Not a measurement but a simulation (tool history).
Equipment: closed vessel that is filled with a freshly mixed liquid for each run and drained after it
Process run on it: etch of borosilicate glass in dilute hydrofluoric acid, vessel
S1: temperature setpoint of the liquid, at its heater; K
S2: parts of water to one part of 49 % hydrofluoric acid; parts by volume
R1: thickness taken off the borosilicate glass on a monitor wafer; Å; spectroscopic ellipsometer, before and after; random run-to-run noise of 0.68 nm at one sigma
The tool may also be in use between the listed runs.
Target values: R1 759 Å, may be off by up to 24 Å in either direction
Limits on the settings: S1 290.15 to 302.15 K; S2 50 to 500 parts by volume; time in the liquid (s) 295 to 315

{"run": 1, "hour": 0.0, "S1": 294.15, "S2": 275, "time in the liquid (s)": 295, "R1": 298.01}
{"run": 2, "hour": 4.8, "S1": 294.15, "S2": 340, "time in the liquid (s)": 295, "R1": 229.15}
{"run": 3, "hour": 9.0, "S1": 295.65, "S2": 295, "time in the liquid (s)": 295, "R1": 290.17}
{"run": 4, "hour": 14.3, "S1": 295.65, "S2": 295, "time in the liquid (s)": 315, "R1": 307.32}
{"run": 5, "hour": 22.3, "S1": 296.65, "S2": 255, "time in the liquid (s)": 315, "R1": 377.08}
{"run": 6, "hour": 25.1, "S1": 299.65, "S2": 255, "time in the liquid (s)": 315, "R1": 418.36}
{"run": 7, "hour": 31.7, "S1": 299.65, "S2": 255, "time in the liquid (s)": 315, "R1": 424.69}
{"run": 8, "hour": 35.0, "S1": 300.15, "S2": 230, "time in the liquid (s)": 315, "R1": 503.06}
{"run": 9, "hour": 43.2, "S1": 300.65, "S2": 215, "time in the liquid (s)": 315, "R1": 547.88}
{"run": 10, "hour": 49.0, "S1": 301.15, "S2": 205, "time in the liquid (s)": 315, "R1": 593.25}
{"run": 11, "hour": 50.7, "S1": 301.15, "S2": 195, "time in the liquid (s)": 315, "R1": 615.73}
{"run": 12, "hour": 58.7, "S1": 301.15, "S2": 190, "time in the liquid (s)": 315, "R1": 643.22}
{"run": 13, "hour": 65.9, "S1": 301.15, "S2": 185, "time in the liquid (s)": 315, "R1": 656.17}
{"run": 14, "hour": 68.4, "S1": 301.15, "S2": 180, "time in the liquid (s)": 315, "R1": 689.33}
{"run": 15, "hour": 71.3, "S1": 301.15, "S2": 175, "time in the liquid (s)": 315, "R1": 715.78}

Consider the 4 candidate settings below. Which is the only one whose results all fall within their allowed miss of target?
{"run": "A", "hour": 74.2, "S1": 302.15, "S2": 180, "time in the liquid (s)": 315, "R1": "?"}
{"run": "B", "hour": 74.2, "S1": 300.15, "S2": 150, "time in the liquid (s)": 310, "R1": "?"}
{"run": "C", "hour": 74.2, "S1": 301.65, "S2": 170, "time in the liquid (s)": 315, "R1": "?"}
{"run": "D", "hour": 74.2, "S1": 297.15, "S2": 155, "time in the liquid (s)": 315, "R1": "?"}

move=A R1=720.03
move=B R1=818.77
move=C R1=757.66
move=D R1=714.78
A: closes in on the targets versus the last run, not all within tolerance yet
B: takes the biggest miss from the last run beyond its target
C: every result within its allowed miss
D: just as far off the targets as the last run
The move that meets every target is C.

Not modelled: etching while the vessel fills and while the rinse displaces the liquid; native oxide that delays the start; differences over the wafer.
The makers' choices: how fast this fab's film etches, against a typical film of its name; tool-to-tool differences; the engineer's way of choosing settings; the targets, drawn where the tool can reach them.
